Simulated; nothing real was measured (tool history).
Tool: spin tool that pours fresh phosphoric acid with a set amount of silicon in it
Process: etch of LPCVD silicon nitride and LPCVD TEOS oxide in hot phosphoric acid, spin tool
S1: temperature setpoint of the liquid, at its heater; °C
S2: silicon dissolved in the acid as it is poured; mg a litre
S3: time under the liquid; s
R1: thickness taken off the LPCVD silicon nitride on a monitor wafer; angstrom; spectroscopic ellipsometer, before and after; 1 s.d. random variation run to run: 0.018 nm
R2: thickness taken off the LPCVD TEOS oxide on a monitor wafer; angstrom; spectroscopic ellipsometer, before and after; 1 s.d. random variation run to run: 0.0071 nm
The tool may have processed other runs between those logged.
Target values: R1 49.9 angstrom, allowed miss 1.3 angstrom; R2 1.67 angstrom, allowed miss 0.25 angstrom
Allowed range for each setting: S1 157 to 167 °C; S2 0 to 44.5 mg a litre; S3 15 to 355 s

{"run": 1, "hour": 0.0, "S1": 162, "S2": 19.5, "S3": 180, "R1": 177.72, "R2": 5.8884}
{"run": 2, "hour": 1.0, "S1": 160.5, "S2": 19, "S3": 125, "R1": 116.93, "R2": 3.4049}
{"run": 3, "hour": 8.0, "S1": 160.5, "S2": 15, "S3": 125, "R1": 116.68, "R2": 3.9774}
{"run": 4, "hour": 13.2, "S1": 159, "S2": 15, "S3": 125, "R1": 111.2, "R2": 3.4399}
{"run": 5, "hour": 19.3, "S1": 158.5, "S2": 12.5, "S3": 90, "R1": 78.934, "R2": 2.7111}
{"run": 6, "hour": 25.5, "S1": 158, "S2": 12.5, "S3": 70, "R1": 60.108, "R2": 1.9824}
{"run": 7, "hour": 26.1, "S1": 157.5, "S2": 12, "S3": 65, "R1": 54.885, "R2": 1.8149}
{"run": 8, "hour": 28.0, "S1": 157.5, "S2": 11.5, "S3": 65, "R1": 55.122, "R2": 1.6722}
{"run": 9, "hour": 28.7, "S1": 157, "S2": 6.5, "S3": 45, "R1": 37.556, "R2": 1.4636}
{"run": 10, "hour": 31.9, "S1": 158, "S2": 9, "S3": 40, "R1": 34.459, "R2": 1.1836}
{"run": 11, "hour": 40.6, "S1": 158, "S2": 10.5, "S3": 45, "R1": 38.736, "R2": 1.1973}
{"run": 12, "hour": 46.3, "S1": 158, "S2": 10.5, "S3": 50, "R1": 43.064, "R2": 1.3758}
{"run": 13, "hour": 53.0, "S1": 158, "S2": 10.5, "S3": 55, "R1": 47.471, "R2": 1.6672}
{"run": 14, "hour": 55.7, "S1": 158, "S2": 11, "S3": 55, "R1": 47.586, "R2": 1.5118}
{"run": 15, "hour": 64.4, "S1": 158.5, "S2": 10.5, "S3": 60, "R1": 52.391, "R2": 1.8788}
{"run": 16, "hour": 66.4, "S1": 158, "S2": 10.5, "S3": 60, "R1": 51.834, "R2": 1.8053}
{"run": 17, "hour": 72.9, "S1": 157, "S2": 11, "S3": 55, "R1": 45.931, "R2": 1.6212}
{"run": 18, "hour": 79.3, "S1": 157, "S2": 11.5, "S3": 55, "R1": 45.93, "R2": 1.4684}
{"run": 19, "hour": 80.0, "S1": 157.5, "S2": 11.5, "S3": 55, "R1": 46.859, "R2": 1.4912}
{"run": 20, "hour": 86.0, "S1": 159, "S2": 10.5, "S3": 60, "R1": 53.48, "R2": 1.785}
{"run": 21, "hour": 90.3, "S1": 158.5, "S2": 10.5, "S3": 60, "R1": 52.662, "R2": 1.7721}
{"run": 22, "hour": 96.5, "S1": 158, "S2": 10.5, "S3": 60, "R1": 51.711, "R2": 1.6281}
{"run": 23, "hour": 104.7, "S1": 158, "S2": 9.5, "S3": 60, "R1": 51.756, "R2": 1.7982}

Of the 4 settings listed for the next run, only one would bring every result within its allowed miss of target. Which one?
{"run": "A", "hour": 112.9, "S1": 157, "S2": 7, "S3": 60, "R1": "?", "R2": "?"}
{"run": "B", "hour": 112.9, "S1": 157, "S2": 20.5, "S3": 60, "R1": "?", "R2": "?"}
{"run": "C", "hour": 112.9, "S1": 159, "S2": 28.5, "S3": 60, "R1": "?", "R2": "?"}
{"run": "D", "hour": 112.9, "S1": 157, "S2": 8, "S3": 65, "R1": "?", "R2": "?"}

move=A R1=50.112 R2=1.5896
move=B R1=50.112 R2=1.1425
move=C R1=53.627 R2=1.0192
move=D R1=54.288 R2=1.6862
A: all results in spec
B: meets the target for the result that was furthest off, but another lies outside its allowed miss
C: lands further from the targets than the last run did
D: lands further from the targets than the last run did
Answer: A
